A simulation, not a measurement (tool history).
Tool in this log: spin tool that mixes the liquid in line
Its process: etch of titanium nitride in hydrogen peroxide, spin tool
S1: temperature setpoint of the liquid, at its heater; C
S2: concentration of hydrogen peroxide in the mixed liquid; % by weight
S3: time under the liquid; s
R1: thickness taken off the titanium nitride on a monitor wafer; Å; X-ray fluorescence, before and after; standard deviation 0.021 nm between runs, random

run	hour	S1	S2	S3	R1
1	0	43	26	100	27.916
2	1	43	26	80	22.508
3	5.5	45	26	80	25.837
4	8.2	45	26	100	32.01
5	11.3	48	26	100	40.109
6	15.2	48	26	80	32.301
7	19.4	49	26	80	34.507

Run 8 comes next. What will it give?
8	26.5	50	26	80	?

Run 8 came out at R1 37.68 Å.
